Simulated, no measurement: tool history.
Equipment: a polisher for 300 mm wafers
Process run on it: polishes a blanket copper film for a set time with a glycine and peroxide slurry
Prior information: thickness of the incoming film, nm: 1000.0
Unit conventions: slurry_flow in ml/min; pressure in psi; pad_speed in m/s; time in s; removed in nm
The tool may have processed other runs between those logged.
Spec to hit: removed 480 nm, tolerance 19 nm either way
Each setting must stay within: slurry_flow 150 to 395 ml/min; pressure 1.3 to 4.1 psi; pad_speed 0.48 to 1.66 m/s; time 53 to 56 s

{"run": 1, "hour": 0.0, "slurry_flow": 250, "pressure": 2.7, "pad_speed": 1.06, "time": 53, "removed": 336.97}
{"run": 2, "hour": 3.6, "slurry_flow": 250, "pressure": 2.4, "pad_speed": 1.06, "time": 53, "removed": 318.9}
{"run": 3, "hour": 11.8, "slurry_flow": 250, "pressure": 2.4, "pad_speed": 1.06, "time": 53, "removed": 321.76}
{"run": 4, "hour": 20.5, "slurry_flow": 250, "pressure": 2.4, "pad_speed": 0.94, "time": 53, "removed": 285.66}
{"hour": 24.3, "done": "head pressure recalibrated"}
{"run": 5, "hour": 24.3, "slurry_flow": 280, "pressure": 2.4, "pad_speed": 0.94, "time": 53, "removed": 309.62}
{"run": 6, "hour": 24.9, "slurry_flow": 280, "pressure": 2.4, "pad_speed": 0.84, "time": 53, "removed": 287.78}
{"run": 7, "hour": 26.6, "slurry_flow": 295, "pressure": 2.7, "pad_speed": 0.86, "time": 53, "removed": 311.1}
{"run": 8, "hour": 33.0, "slurry_flow": 305, "pressure": 3, "pad_speed": 0.88, "time": 53, "removed": 348.97}

Below are 5 possible settings for the next run. Only one of them brings all results inside the allowed miss of their targets. Which is it?
{"run": "A", "hour": 39.4, "slurry_flow": 295, "pressure": 2.4, "pad_speed": 0.56, "time": 53, "removed": "?"}
{"run": "B", "hour": 39.4, "slurry_flow": 340, "pressure": 3.1, "pad_speed": 1.16, "time": 56, "removed": "?"}
{"run": "C", "hour": 39.4, "slurry_flow": 320, "pressure": 2.2, "pad_speed": 0.66, "time": 53, "removed": "?"}
{"run": "D", "hour": 39.4, "slurry_flow": 220, "pressure": 2.6, "pad_speed": 0.62, "time": 53, "removed": "?"}
{"run": "E", "hour": 39.4, "slurry_flow": 310, "pressure": 2.6, "pad_speed": 0.58, "time": 53, "removed": "?"}

move=A removed=211.91
move=B removed=474.53
move=C removed=228.21
move=D removed=230.91
move=E removed=228.69
A: its largest miss is bigger than the last run's
B: meets every target
C: its largest miss is bigger than the last run's
D: its largest miss is bigger than the last run's
E: its largest miss is bigger than the last run's
Correct choice: B, which meets every target
